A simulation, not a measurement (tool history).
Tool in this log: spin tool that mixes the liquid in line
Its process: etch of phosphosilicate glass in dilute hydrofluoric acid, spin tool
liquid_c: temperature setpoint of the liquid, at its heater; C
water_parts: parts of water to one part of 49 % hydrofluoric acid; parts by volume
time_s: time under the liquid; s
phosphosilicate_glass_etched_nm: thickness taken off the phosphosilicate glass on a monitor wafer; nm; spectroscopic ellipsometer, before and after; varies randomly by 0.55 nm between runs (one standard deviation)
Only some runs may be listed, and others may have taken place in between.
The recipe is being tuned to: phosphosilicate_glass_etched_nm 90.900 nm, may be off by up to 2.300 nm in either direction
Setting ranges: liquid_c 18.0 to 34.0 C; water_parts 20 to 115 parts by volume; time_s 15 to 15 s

run	hour	liquid_c	water_parts	time_s	phosphosilicate_glass_etched_nm
1	0.0	26.0	65	15	43.632
2	7.4	28.0	65	15	47.552
3	14.9	28.0	65	15	47.610
4	23.7	29.5	65	15	50.717
5	29.3	29.5	65	15	50.327
# hour 34.1: thermometer replaced
6	34.1	30.5	60	15	52.866
7	41.9	31.5	50	15	68.398
8	50.2	32.0	45	15	76.874
9	54.2	32.5	45	15	77.510
10	56.6	34.0	35	15	109.350
11	59.6	33.0	35	15	104.400
12	65.7	31.5	35	15	97.719

Exercise: of the 5 proposed moves below, exactly one satisfies all targets within the stated allowed misses. Which move is it?
A	71.8	33.5	35	15	?
B	71.8	31.0	30	15	?
C	71.8	33.0	35	15	?
D	71.8	29.5	35	15	?
E	71.8	32.5	35	15	?

move	phosphosilicate_glass_etched_nm
A	106.220
B	113.280
C	104.170
D	90.739
E	102.160
A: its largest miss is bigger than the last run's
B: its largest miss is bigger than the last run's
C: its largest miss is bigger than the last run's
D: every result within its allowed miss
E: its largest miss is bigger than the last run's
D meets every target.

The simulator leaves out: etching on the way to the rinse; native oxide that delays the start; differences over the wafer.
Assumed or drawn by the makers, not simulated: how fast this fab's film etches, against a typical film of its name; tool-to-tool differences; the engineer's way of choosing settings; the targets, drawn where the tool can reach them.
